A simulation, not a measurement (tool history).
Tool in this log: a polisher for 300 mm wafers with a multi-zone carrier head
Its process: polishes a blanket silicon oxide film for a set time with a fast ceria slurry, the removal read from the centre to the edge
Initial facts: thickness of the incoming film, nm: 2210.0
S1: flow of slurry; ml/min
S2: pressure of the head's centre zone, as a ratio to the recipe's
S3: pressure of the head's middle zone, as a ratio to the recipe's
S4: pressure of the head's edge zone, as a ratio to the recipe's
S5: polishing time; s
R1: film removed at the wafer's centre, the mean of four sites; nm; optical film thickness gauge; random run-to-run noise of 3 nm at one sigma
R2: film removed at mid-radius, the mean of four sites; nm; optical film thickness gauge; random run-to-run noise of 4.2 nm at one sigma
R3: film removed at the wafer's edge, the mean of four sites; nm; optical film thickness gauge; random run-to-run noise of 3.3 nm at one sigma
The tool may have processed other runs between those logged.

run  hour   S1    S2    S3    S4  S5      R1      R2      R3
  1     0  215     1     1     1  31   495.1   518.1  499.41
  2   2.6  215     1  1.03     1  31  501.48  529.63  487.86
  3  10.6  210     1  1.02  0.98  28  455.75  478.94  438.01
  4  18.1  205  0.99     1  0.96  25  399.77  415.82  396.53
  5  23.2  205  0.99  1.05  0.96  25   391.5  429.88  384.91
  6  29.6  200  0.99  1.03  0.94  23  363.93  392.81  351.88
  7  33.8  190  0.98  1.01  0.92  22  345.12  364.87  333.62
  8  38.6  165  0.93  0.95  0.82  20  289.61  307.59  283.01
  9  45.3  175  0.94  0.95  0.83  20  297.38  314.36  281.78
 10  51.3  170  0.94  0.92  0.89  21  311.03     320  319.54

Run 11 has not been measured yet. What should we expect?
 11  52.6  170  0.94  0.92  0.88  21   ?   ?   ?

R1: 308.65 nm
R2: 324.13 nm
R3: 311.34 nm
